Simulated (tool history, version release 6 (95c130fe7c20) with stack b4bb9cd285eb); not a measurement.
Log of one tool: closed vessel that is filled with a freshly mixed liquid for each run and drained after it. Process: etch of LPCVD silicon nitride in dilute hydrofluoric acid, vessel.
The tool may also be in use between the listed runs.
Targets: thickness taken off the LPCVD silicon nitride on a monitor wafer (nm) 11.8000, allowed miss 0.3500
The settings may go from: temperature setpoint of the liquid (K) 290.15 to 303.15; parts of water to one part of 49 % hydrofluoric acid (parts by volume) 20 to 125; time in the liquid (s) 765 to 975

| run | day | temperature setpoint of the liquid (K) | parts of water to one part of 49 % hydrofluoric acid (parts by volume) | time in the liquid (s) | thickness taken off the LPCVD silicon nitride on a monitor wafer (nm) |
|---|---|---|---|---|---|
| 1 | 0.000 | 295.15 | 70 | 975 | 5.9809 |
| 2 | 0.067 | 295.15 | 55 | 975 | 7.6049 |
| 3 | 0.142 | 292.15 | 55 | 975 | 6.1500 |
| 4 | 0.250 | 290.15 | 55 | 975 | 5.3466 |
| 5 | 0.521 | 290.15 | 40 | 975 | 7.3083 |
| 6 | 0.825 | 290.15 | 30 | 975 | 9.6422 |
| 7 | 1.104 | 290.15 | 30 | 975 | 9.5902 |
| 8 | 1.208 | 291.15 | 30 | 975 | 10.3240 |
| 9 | 1.238 | 291.15 | 30 | 975 | 10.3170 |
| 10 | 1.308 | 291.65 | 30 | 975 | 10.7550 |
| 11 | 1.546 | 292.15 | 30 | 975 | 11.0430 |

5 next moves are on the table. One of them brings every result within its allowed miss. Which?
| A | 1.783 | 295.15 | 40 | 940 | ? |
| B | 1.783 | 290.65 | 25 | 975 | ? |
| C | 1.783 | 293.65 | 30 | 835 | ? |
| D | 1.783 | 290.65 | 30 | 975 | ? |
| E | 1.783 | 299.15 | 45 | 785 | ? |

| move | thickness taken off the LPCVD silicon nitride on a monitor wafer (nm) |
|---|---|
| A | 10.0120 |
| B | 11.9100 |
| C | 10.5870 |
| D | 10.0020 |
| E | 9.7714 |
A: further off than the last run
B: meets every target
C: further off than the last run
D: further off than the last run
E: further off than the last run
The right move is B.
